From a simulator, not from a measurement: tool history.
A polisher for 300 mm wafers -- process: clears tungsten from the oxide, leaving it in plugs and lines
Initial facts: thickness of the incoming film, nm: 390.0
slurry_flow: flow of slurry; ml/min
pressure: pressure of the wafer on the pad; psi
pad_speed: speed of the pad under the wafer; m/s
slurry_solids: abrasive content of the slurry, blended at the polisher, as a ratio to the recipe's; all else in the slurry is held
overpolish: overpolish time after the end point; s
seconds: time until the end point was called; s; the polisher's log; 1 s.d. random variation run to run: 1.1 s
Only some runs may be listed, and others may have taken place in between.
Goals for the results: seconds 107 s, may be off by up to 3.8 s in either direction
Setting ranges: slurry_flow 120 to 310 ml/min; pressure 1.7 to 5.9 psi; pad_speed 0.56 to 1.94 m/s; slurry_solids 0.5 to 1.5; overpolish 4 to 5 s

run 1 hour=0 | slurry_flow=200 pressure=3.8 pad_speed=1.24 slurry_solids=1 overpolish=5 | seconds=92.73
run 2 hour=4.8 | slurry_flow=200 pressure=3.8 pad_speed=1.52 slurry_solids=1 overpolish=5 | seconds=73.384
run 3 hour=5.6 | slurry_flow=200 pressure=3.8 pad_speed=1.52 slurry_solids=1 overpolish=5 | seconds=73.437
run 4 hour=11.6 | slurry_flow=200 pressure=3.3 pad_speed=1.52 slurry_solids=1 overpolish=5 | seconds=82.677
run 5 hour=15.2 | slurry_flow=200 pressure=3.1 pad_speed=1.52 slurry_solids=1 overpolish=5 | seconds=89.119
run 6 hour=23.9 | slurry_flow=200 pressure=3 pad_speed=1.52 slurry_solids=1 overpolish=5 | seconds=92.853
run 7 hour=25.4 | slurry_flow=200 pressure=2.9 pad_speed=1.52 slurry_solids=1 overpolish=5 | seconds=96.237
run 8 hour=33.8 | slurry_flow=200 pressure=2.8 pad_speed=1.52 slurry_solids=1 overpolish=5 | seconds=99.104
run 9 hour=35 | slurry_flow=195 pressure=2.7 pad_speed=1.52 slurry_solids=1 overpolish=5 | seconds=101.83

Which of these 4 next moves meets every target?
run A hour=36.2 | slurry_flow=185 pressure=2.7 pad_speed=1.68 slurry_solids=0.85 overpolish=5 | seconds=?
run B hour=36.2 | slurry_flow=215 pressure=2.6 pad_speed=1.78 slurry_solids=0.95 overpolish=4 | seconds=?
run C hour=36.2 | slurry_flow=150 pressure=2.9 pad_speed=1.36 slurry_solids=1.15 overpolish=4 | seconds=?
run D hour=36.2 | slurry_flow=170 pressure=2.7 pad_speed=1.64 slurry_solids=1.05 overpolish=5 | seconds=?

move=A seconds=95.455
move=B seconds=90.349
move=C seconds=105.59
move=D seconds=94.682
A: the biggest miss grows against the last run
B: the biggest miss grows against the last run
C: all results land within tolerance of their targets
D: the biggest miss grows against the last run
C is the move that brings every result within its allowed miss.

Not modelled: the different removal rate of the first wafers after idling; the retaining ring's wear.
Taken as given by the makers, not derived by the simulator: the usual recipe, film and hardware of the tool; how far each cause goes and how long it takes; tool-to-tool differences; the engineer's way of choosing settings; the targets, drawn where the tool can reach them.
